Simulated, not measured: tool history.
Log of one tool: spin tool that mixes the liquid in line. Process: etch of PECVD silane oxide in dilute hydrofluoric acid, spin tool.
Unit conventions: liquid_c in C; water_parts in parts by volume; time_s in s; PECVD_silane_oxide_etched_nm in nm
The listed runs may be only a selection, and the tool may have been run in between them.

Run 1, hour 0.0: liquid_c 22.0 C, water_parts 150 parts by volume, time_s 50 s. Result: PECVD_silane_oxide_etched_nm 7.6476 nm.
Run 2, hour 7.1: liquid_c 24.0 C, water_parts 150 parts by volume, time_s 50 s. Result: PECVD_silane_oxide_etched_nm 8.4811 nm.
Run 3, hour 12.5: liquid_c 24.0 C, water_parts 150 parts by volume, time_s 55 s. Result: PECVD_silane_oxide_etched_nm 9.1384 nm.
Run 4, hour 13.8: liquid_c 26.5 C, water_parts 150 parts by volume, time_s 55 s. Result: PECVD_silane_oxide_etched_nm 10.0740 nm.
Run 5, hour 20.0: liquid_c 24.5 C, water_parts 155 parts by volume, time_s 55 s. Result: PECVD_silane_oxide_etched_nm 9.0552 nm.
Run 6, hour 27.7: liquid_c 23.0 C, water_parts 160 parts by volume, time_s 55 s. Result: PECVD_silane_oxide_etched_nm 8.2328 nm.
Run 7, hour 30.7: liquid_c 22.0 C, water_parts 160 parts by volume, time_s 55 s. Result: PECVD_silane_oxide_etched_nm 7.8866 nm.

The next listed run, before its measurement:
Run 8, hour 34.8: liquid_c 21.0 C, water_parts 160 parts by volume, time_s 55 s. Result: PECVD_silane_oxide_etched_nm ?.

PECVD_silane_oxide_etched_nm: 7.5685 nm

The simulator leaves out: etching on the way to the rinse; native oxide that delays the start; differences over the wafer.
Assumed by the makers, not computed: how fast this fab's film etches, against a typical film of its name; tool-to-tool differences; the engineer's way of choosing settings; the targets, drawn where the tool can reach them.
